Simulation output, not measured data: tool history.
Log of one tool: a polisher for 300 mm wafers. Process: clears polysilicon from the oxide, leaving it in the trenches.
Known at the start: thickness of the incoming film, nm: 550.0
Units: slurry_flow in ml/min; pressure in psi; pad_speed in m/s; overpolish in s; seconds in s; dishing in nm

run,hour,slurry_flow,pressure,pad_speed,overpolish,seconds,dishing
1,0.0,270,1.9,1.20,18,42.397,66.881
2,3.5,270,2.0,1.20,17,40.147,67.554
3,6.5,270,2.1,1.20,16,37.746,67.497
4,14.5,270,2.2,1.20,15,35.539,68.168
5,22.2,270,2.3,1.20,14,34.119,65.099
# hour 24.1: slurry nozzle cleaned
6,24.1,270,2.3,1.20,21,34.128,69.080
7,33.0,270,2.4,1.20,21,32.742,68.575

Run 8 comes next. What will it give?
8,34.4,270,2.5,1.20,21,?,?

{"run 8": {"seconds": 30.148, "dishing": 68.691}}
